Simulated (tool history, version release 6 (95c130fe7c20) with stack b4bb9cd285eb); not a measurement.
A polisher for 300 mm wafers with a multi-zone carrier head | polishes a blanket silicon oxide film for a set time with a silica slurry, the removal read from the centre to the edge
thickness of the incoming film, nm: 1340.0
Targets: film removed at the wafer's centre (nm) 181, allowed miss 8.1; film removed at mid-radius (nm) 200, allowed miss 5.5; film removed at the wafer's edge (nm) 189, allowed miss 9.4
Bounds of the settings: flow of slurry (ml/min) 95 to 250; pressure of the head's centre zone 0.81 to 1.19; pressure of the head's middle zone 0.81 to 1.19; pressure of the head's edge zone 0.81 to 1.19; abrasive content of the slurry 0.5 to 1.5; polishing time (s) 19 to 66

run,hour,flow of slurry (ml/min),pressure of the head's centre zone,pressure of the head's middle zone,pressure of the head's edge zone,abrasive content of the slurry,polishing time (s),film removed at the wafer's centre (nm),film removed at mid-radius (nm),film removed at the wafer's edge (nm)
1,0,160,1,1,1,1,42,175.8,175.89,174.55
2,8,160,1,1,1,0.8,42,162.08,162.98,161.56
3,14.6,190,1,1,1,0.8,42,172.6,167.49,162.05
4,23.4,190,1,1,0.95,0.8,42,172.92,169.07,161.51
5,29.6,190,0.99,1.01,0.97,0.85,42,170.52,174.13,164.62
6,34,190,0.99,1.02,0.99,0.9,42,172.9,178.73,173.57
7,35.6,200,0.99,1.03,0.99,0.9,42,177.47,183.07,169.04
8,39.5,200,0.98,1.03,1,0.95,42,179.44,183.43,182.48
9,43.9,205,0.98,1.05,1,0.95,42,177.39,184.26,177.68
10,47.4,210,0.97,1.06,1,0.95,42,180.66,187.11,180
11,53.5,215,0.96,1.08,1,0.95,42,176.98,190.05,180.92

5 next moves are on the table. One of them brings every result within its allowed miss. Which?
A,59.6,175,0.93,1.06,0.97,1.2,43,?,?,?
B,59.6,240,0.86,0.92,1.13,1.05,45,?,?,?
C,59.6,195,0.99,0.93,1.13,1,41,?,?,?
D,59.6,250,1.13,1.08,0.96,1.05,39,?,?,?
E,59.6,215,1.03,1.06,1.02,0.9,45,?,?,?

move,film removed at the wafer's centre (nm),film removed at mid-radius (nm),film removed at the wafer's edge (nm)
A,182.09,200.81,190.51
B,177.54,197.35,212.95
C,176.93,172.42,186.65
D,202.71,184.78,170.75
E,197.84,196.39,189.38
A: meets every target
B: brings the result that was furthest off to its target, and leaves another outside
C: further off than the last run
D: further off than the last run
E: brings the result that was furthest off to its target, and leaves another outside
The right move is A.

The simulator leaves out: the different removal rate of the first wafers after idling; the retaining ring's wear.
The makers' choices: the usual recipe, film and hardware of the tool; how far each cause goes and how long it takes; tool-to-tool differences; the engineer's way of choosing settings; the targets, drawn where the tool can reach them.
